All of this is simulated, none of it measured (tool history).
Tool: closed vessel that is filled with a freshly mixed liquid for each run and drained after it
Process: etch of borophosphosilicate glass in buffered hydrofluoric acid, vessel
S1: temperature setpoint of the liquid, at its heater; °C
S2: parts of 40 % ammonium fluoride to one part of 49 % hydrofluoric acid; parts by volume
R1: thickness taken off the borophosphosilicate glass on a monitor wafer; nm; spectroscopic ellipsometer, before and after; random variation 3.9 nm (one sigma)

Run 1, hour 0: S1 23 °C, S2 15 parts by volume, time in the liquid (s) 85. Result: R1 194.07 nm.
Run 2, hour 2.9: S1 25.5 °C, S2 15 parts by volume, time in the liquid (s) 85. Result: R1 222.74 nm.
Run 3, hour 11: S1 27 °C, S2 13.5 parts by volume, time in the liquid (s) 85. Result: R1 267.68 nm.
Run 4, hour 12.6: S1 24.5 °C, S2 13.5 parts by volume, time in the liquid (s) 85. Result: R1 232.61 nm.
Run 5, hour 16.5: S1 26.5 °C, S2 12.5 parts by volume, time in the liquid (s) 85. Result: R1 283.02 nm.
Run 6, hour 24.9: S1 26.5 °C, S2 12.5 parts by volume, time in the liquid (s) 95. Result: R1 311.1 nm.
Run 7, hour 27.4: S1 28 °C, S2 12 parts by volume, time in the liquid (s) 95. Result: R1 343.41 nm.

Forecast run 8:
Run 8, hour 31.3: S1 31 °C, S2 10 parts by volume, time in the liquid (s) 95. Result: R1 ?.

{"run 8": {"R1": 488.53}}
